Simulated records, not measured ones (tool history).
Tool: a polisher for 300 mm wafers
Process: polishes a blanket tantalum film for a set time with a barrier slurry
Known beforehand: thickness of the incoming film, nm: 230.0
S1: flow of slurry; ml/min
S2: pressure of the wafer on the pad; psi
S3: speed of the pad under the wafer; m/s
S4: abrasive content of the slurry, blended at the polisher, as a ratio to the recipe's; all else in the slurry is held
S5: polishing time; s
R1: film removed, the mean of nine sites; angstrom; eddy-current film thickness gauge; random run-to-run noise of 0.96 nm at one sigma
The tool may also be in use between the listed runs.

run 1 hour=0 | S1=305 S2=2.1 S3=0.9 S4=1 S5=36 | R1=426.19
run 2 hour=7.7 | S1=305 S2=2.3 S3=0.92 S4=1 S5=36 | R1=465.07
run 3 hour=15.9 | S1=305 S2=2.3 S3=0.92 S4=1.15 S5=36 | R1=492.08
run 4 hour=24.6 | S1=305 S2=2.4 S3=0.94 S4=1.15 S5=36 | R1=519.98
-- hour=33.5 slurry blender recalibrated
run 5 hour=33.5 | S1=305 S2=2.5 S3=0.96 S4=1.15 S5=36 | R1=577.72
run 6 hour=39.2 | S1=305 S2=2.6 S3=0.96 S4=1.15 S5=36 | R1=594.74
run 7 hour=41.7 | S1=305 S2=2.7 S3=0.98 S4=1.15 S5=36 | R1=622.61
run 8 hour=44.8 | S1=305 S2=2.8 S3=1 S4=1.15 S5=36 | R1=656.3
run 9 hour=51.8 | S1=305 S2=3.2 S3=1.1 S4=1.15 S5=36 | R1=760.8
run 10 hour=58.1 | S1=305 S2=3.2 S3=1.12 S4=1.15 S5=36 | R1=792.7

Predict the results of run 11:
run 11 hour=67 | S1=305 S2=3.2 S3=1.14 S4=1.15 S5=36 | R1=?

Run 11 measured R1 793.72 angstrom.

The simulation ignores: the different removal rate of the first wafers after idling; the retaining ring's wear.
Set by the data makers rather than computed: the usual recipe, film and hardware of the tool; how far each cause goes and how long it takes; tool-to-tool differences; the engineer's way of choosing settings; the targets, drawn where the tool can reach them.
